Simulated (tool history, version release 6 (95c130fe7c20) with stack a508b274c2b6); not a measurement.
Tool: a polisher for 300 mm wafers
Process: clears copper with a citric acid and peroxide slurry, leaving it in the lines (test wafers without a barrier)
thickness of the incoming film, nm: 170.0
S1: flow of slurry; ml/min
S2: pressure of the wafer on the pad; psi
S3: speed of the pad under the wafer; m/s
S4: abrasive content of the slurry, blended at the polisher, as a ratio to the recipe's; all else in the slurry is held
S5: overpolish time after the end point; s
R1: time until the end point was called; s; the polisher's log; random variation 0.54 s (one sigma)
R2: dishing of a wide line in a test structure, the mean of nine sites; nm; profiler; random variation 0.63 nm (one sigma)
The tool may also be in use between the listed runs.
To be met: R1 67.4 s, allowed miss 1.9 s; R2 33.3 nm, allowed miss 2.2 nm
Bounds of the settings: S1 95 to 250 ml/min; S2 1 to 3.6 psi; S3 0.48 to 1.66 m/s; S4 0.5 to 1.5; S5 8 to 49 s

run  hour   S1   S2    S3  S4  S5      R1      R2
  1     0  160  2.3  1.06   1  25  97.885  27.302
  2   5.7  160  2.8  1.06   1  25  84.999  30.795
  3  10.8  160  2.4  1.06   1  25  93.851  27.452
  4  16.2  160    2  1.06   1  25  108.88  25.414
  5  19.5  160    2  1.06   1  33  109.32  31.016
  6  24.2  175    2  1.06   1  33  105.36  30.495
  7    27  185  2.1  1.06   1  32  100.67  32.102
  8  35.7  190  2.2  1.06   1  30  99.172  30.961
  9  37.4  190  2.4  1.06   1  29  90.147  31.657
 10  39.1  220    3  1.06   1  23  75.265  31.636
 11  39.9  225  3.2  1.06   1  22  71.502  33.338
 12    41  225  3.2  1.06   1  22  70.224  32.782
 13  42.5  225  3.2  1.06   1  22  70.738  32.297

Which of these 5 next moves meets every target?
  A    44  230  3.3  1.22  0.75  22   ?   ?
  B    44  215  3.1   1.1     1  21   ?   ?
  C    44  180  3.6  0.98   0.9  23   ?   ?
  D    44  235  3.4   0.9  1.15  21   ?   ?
  E    44  235  3.3  0.98   0.9  22   ?   ?

move      R1      R2
   A  66.808    33.2
   B  70.285  30.624
   C  72.438  32.421
   D  72.703  29.951
   E    75.2  30.213
A: meets every target
B: nearer than the last run, and not there yet
C: further off than the last run
D: further off than the last run
E: further off than the last run
The right move is A.

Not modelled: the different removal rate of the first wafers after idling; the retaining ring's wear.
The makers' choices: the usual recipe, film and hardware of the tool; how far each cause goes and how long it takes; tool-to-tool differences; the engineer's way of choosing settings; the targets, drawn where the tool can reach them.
